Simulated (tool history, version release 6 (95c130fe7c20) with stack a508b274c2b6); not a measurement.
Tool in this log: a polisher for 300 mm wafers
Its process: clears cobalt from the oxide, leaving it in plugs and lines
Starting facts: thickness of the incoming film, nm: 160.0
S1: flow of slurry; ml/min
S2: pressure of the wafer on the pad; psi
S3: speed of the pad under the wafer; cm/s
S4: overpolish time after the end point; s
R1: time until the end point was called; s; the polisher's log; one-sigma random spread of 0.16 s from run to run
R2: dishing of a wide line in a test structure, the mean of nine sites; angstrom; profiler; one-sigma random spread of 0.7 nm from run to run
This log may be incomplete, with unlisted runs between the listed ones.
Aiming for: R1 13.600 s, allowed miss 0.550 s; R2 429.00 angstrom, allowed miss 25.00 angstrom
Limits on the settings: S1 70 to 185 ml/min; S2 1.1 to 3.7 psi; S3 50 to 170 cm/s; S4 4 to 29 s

run,hour,S1,S2,S3,S4,R1,R2
1,0.0,120,2.4,110,15,25.934,366.61
2,0.8,120,2.4,120,15,24.568,378.36
3,8.7,120,2.4,120,11,24.543,340.22
4,16.4,120,2.9,120,11,20.414,365.59
5,23.5,105,2.9,120,11,20.381,372.71
6,28.5,105,2.5,120,11,23.737,350.91
7,33.2,105,2.7,122,11,21.933,354.66
8,37.3,105,2.9,124,11,20.440,365.54
9,40.8,105,3.0,126,11,19.496,380.00
10,47.5,105,3.1,128,11,18.449,385.50
11,53.6,130,3.7,132,12,14.665,405.36
# hour 56.4: worn pad replaced by a new one
12,56.4,130,3.7,142,14,12.054,440.36
13,60.4,130,3.6,142,14,12.492,433.89
14,64.0,125,3.5,142,14,12.471,423.83

5 next moves are on the table. One of them brings every result within its allowed miss. Which?
A,67.6,135,3.6,162,11,?,?
B,67.6,115,3.5,148,11,?,?
C,67.6,150,3.3,166,9,?,?
D,67.6,85,3.2,158,14,?,?
E,67.6,115,3.3,162,16,?,?

move,R1,R2
A,10.845,426.37
B,12.438,417.37
C,11.371,407.91
D,13.339,428.60
E,12.079,437.96
A: further off than the last run
B: just as far off the targets as the last run
C: further off than the last run
D: all results in spec
E: further off than the last run
Move D is the one to make.
